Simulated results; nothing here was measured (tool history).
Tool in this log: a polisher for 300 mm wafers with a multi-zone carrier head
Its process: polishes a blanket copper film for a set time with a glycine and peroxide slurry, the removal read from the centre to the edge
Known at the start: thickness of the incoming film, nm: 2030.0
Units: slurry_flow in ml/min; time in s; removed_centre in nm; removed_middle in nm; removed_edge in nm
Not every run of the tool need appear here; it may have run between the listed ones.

run  hour  slurry_flow  centre_zone  middle_zone  edge_zone  time  removed_centre  removed_middle  removed_edge
  1     0          165            1            1          1    46          337.92          352.23        357.27
  2   0.9          180         1.04         1.03       1.03    47          374.88           364.7        371.79
  3   9.9          180         1.04         1.08       1.03    47          372.86           387.1        374.29
  4  16.5          190         1.06          1.1       1.05    48           395.1             408        385.45
  5  24.9          200         1.08         1.11       1.07    49          405.21          418.97        404.04
  6  25.9          200         1.03         1.11       1.07    49          392.21          421.01        400.37
  7  27.3          210         1.06         1.12       1.07    49          402.99          427.74        398.26

The next listed run, before its measurement:
  8  32.1          210         1.09         1.13       1.08    49               ?               ?             ?

Run 8 yielded removed_centre 416.91 nm, removed_middle 432.79 nm, removed_edge 404.18 nm.

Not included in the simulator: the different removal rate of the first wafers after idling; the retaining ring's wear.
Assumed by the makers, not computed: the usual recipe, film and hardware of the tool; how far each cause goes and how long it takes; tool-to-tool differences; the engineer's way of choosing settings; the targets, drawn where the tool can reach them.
